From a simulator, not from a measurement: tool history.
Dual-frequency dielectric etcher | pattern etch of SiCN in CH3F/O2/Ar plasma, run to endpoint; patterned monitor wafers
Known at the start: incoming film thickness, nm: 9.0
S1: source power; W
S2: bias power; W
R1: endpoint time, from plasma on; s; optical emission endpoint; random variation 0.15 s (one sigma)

run	hour	S1	S2	R1
1	0.0	520	61	22.422
2	8.0	520	71	21.275
3	14.7	520	65	21.929
4	23.1	490	63	22.648
5	30.7	470	61	23.347
6	34.5	450	60	23.575
7	40.8	430	59	24.429
8	44.4	420	59	24.980
9	45.0	410	59	24.968

Run 10 comes next. What will it give?
10	52.0	400	59	?

{"run 10": {"R1": 25.12}}
